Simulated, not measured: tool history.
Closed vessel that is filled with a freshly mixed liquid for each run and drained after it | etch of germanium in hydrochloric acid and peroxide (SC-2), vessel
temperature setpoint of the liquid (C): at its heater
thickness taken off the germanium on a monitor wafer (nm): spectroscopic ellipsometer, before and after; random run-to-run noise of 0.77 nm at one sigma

run,hour,temperature setpoint of the liquid (C),parts of water to one part each of 37 % hydrochloric acid and 30 % peroxide (parts by volume),time in the liquid (s),thickness taken off the germanium on a monitor wafer (nm)
1,0.0,45.0,9,105,212.19
2,1.2,44.0,9,105,204.18
3,6.2,44.0,9,105,202.79
4,10.2,43.5,9,105,201.51
5,11.2,43.0,9,105,195.95
6,15.7,43.0,6,105,202.22
# hour 18.4: chemicals flow meter replaced
7,18.4,42.5,6,105,197.92
8,24.4,42.0,6,105,195.51
9,32.3,41.5,6,105,191.32

Run 10 is up next; what results do you expect?
10,36.1,41.5,6,105,?

For run 10 the tool returned thickness taken off the germanium on a monitor wafer (nm) 192.26.
